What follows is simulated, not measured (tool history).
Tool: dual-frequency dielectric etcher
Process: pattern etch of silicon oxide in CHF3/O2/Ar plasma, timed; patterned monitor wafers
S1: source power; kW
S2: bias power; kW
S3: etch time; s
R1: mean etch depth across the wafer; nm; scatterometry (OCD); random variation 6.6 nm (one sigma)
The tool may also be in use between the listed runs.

run 1 hour=0 | S1=0.59 S2=0.172 S3=476.5 | R1=957.05
run 2 hour=1.7 | S1=0.59 S2=0.192 S3=476.5 | R1=995.14
run 3 hour=4.9 | S1=0.5 S2=0.192 S3=476.5 | R1=890.65
run 4 hour=13.5 | S1=0.55 S2=0.194 S3=477 | R1=953.74
run 5 hour=21.5 | S1=0.58 S2=0.195 S3=477 | R1=991.44
run 6 hour=29.7 | S1=0.48 S2=0.195 S3=477 | R1=874.18

The next listed run, before its measurement:
run 7 hour=35 | S1=0.53 S2=0.197 S3=477 | R1=?

Run 7 gave R1 941.84 nm.
